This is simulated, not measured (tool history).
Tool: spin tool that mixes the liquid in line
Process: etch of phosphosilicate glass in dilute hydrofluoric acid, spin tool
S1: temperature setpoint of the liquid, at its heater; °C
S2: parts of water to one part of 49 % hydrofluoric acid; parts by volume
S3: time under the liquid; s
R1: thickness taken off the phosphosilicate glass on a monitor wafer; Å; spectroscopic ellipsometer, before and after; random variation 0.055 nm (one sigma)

run 1 hour=0.0 | S1=20.0 S2=215 S3=15 | R1=82.558
run 2 hour=6.0 | S1=21.5 S2=215 S3=15 | R1=85.718
run 3 hour=12.4 | S1=21.5 S2=215 S3=15 | R1=86.757
run 4 hour=14.0 | S1=21.5 S2=140 S3=15 | R1=143.510
run 5 hour=16.1 | S1=21.5 S2=90 S3=15 | R1=237.840
run 6 hour=24.0 | S1=20.5 S2=105 S3=15 | R1=190.870
run 7 hour=27.4 | S1=20.0 S2=115 S3=15 | R1=170.210

Run 8 comes next. What will it give?
run 8 hour=36.1 | S1=19.5 S2=120 S3=15 | R1=?

Run 8 gave R1 157.890 Å.
